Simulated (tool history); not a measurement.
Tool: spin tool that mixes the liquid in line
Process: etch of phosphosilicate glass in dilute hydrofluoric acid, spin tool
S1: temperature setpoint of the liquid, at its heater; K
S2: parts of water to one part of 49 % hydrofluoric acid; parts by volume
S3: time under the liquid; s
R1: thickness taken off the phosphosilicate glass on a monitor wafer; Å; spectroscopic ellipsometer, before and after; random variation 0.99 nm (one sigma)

{"run": 1, "day": 0.0, "S1": 298.15, "S2": 40, "S3": 55, "R1": 1393.6}
{"run": 2, "day": 0.071, "S1": 297.15, "S2": 40, "S3": 55, "R1": 1325.9}
{"run": 3, "day": 0.267, "S1": 298.65, "S2": 40, "S3": 55, "R1": 1421.5}
{"run": 4, "day": 0.496, "S1": 295.15, "S2": 40, "S3": 55, "R1": 1220.1}
{"run": 5, "day": 0.588, "S1": 295.15, "S2": 40, "S3": 60, "R1": 1340}
{"run": 6, "day": 0.712, "S1": 294.65, "S2": 40, "S3": 60, "R1": 1308.6}
{"run": 7, "day": 0.867, "S1": 294.15, "S2": 40, "S3": 60, "R1": 1276.4}

Forecast run 8:
{"run": 8, "day": 1.204, "S1": 293.65, "S2": 40, "S3": 60, "R1": "?"}

{"run 8": {"R1": 1261.9}}
